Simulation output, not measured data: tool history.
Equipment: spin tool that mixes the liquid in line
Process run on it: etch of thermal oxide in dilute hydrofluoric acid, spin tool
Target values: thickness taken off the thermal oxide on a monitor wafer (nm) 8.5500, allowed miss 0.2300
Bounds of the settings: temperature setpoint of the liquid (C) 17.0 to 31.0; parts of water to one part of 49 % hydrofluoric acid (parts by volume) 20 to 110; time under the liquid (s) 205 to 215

run,hour,temperature setpoint of the liquid (C),parts of water to one part of 49 % hydrofluoric acid (parts by volume),time under the liquid (s),thickness taken off the thermal oxide on a monitor wafer (nm)
1,0.0,23.0,60,205,14.7720
2,2.9,23.0,40,205,22.8710
3,10.0,26.0,40,205,25.6060
4,13.4,24.0,50,205,18.6320
5,20.2,22.5,55,205,15.7860
6,28.6,22.5,55,215,16.7140
7,36.8,21.5,60,215,14.5630
8,40.4,20.5,65,215,12.8060
9,42.6,20.0,70,215,11.5420
10,49.0,17.0,85,215,8.2568

4 candidate next runs follow, results not yet known. Just one meets every target within its allowed miss. Identify it.
A,55.4,17.0,85,205,?
B,55.4,17.0,85,210,?
C,55.4,18.5,90,205,?
D,55.4,17.0,80,210,?

move,thickness taken off the thermal oxide on a monitor wafer (nm)
A,7.9328
B,8.1263
C,7.9391
D,8.6804
A: moves away from the targets compared with the last run
B: moves away from the targets compared with the last run
C: moves away from the targets compared with the last run
D: hits every target within its allowed miss
D meets every target.

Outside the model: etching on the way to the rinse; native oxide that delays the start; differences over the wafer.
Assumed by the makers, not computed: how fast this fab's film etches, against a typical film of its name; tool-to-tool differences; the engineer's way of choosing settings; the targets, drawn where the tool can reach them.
